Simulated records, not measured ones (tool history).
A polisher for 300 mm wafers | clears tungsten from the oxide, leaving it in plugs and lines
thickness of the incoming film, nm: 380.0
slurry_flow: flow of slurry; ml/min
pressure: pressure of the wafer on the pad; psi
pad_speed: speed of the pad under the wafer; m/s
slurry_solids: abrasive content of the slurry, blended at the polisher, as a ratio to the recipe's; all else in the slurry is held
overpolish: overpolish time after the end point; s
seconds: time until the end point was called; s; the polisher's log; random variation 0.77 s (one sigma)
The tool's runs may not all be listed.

Run 1, day 0: slurry_flow 200 ml/min, pressure 2.6 psi, pad_speed 1.04 m/s, slurry_solids 1, overpolish 19 s. Result: seconds 117.68 s.
Run 2, day 0.317: slurry_flow 205 ml/min, pressure 2.8 psi, pad_speed 1.04 m/s, slurry_solids 1, overpolish 19 s. Result: seconds 112.54 s.
Run 3, day 0.662: slurry_flow 205 ml/min, pressure 3 psi, pad_speed 1.04 m/s, slurry_solids 1, overpolish 19 s. Result: seconds 108.03 s.
Run 4, day 0.783: slurry_flow 205 ml/min, pressure 3.2 psi, pad_speed 1.04 m/s, slurry_solids 1, overpolish 19 s. Result: seconds 105.58 s.
Run 5, day 0.925: slurry_flow 210 ml/min, pressure 3.4 psi, pad_speed 1.06 m/s, slurry_solids 1, overpolish 19 s. Result: seconds 99.152 s.
Run 6, day 1.283: slurry_flow 210 ml/min, pressure 3.6 psi, pad_speed 1.06 m/s, slurry_solids 1, overpolish 19 s. Result: seconds 93.664 s.
Run 7, day 1.475: slurry_flow 210 ml/min, pressure 3.6 psi, pad_speed 1.06 m/s, slurry_solids 1, overpolish 19 s. Result: seconds 94.904 s.

Run 8 comes next. What will it give?
Run 8, day 1.692: slurry_flow 210 ml/min, pressure 3.7 psi, pad_speed 1.06 m/s, slurry_solids 1, overpolish 19 s. Result: seconds ?.

Run 8 gave seconds 92.812 s.
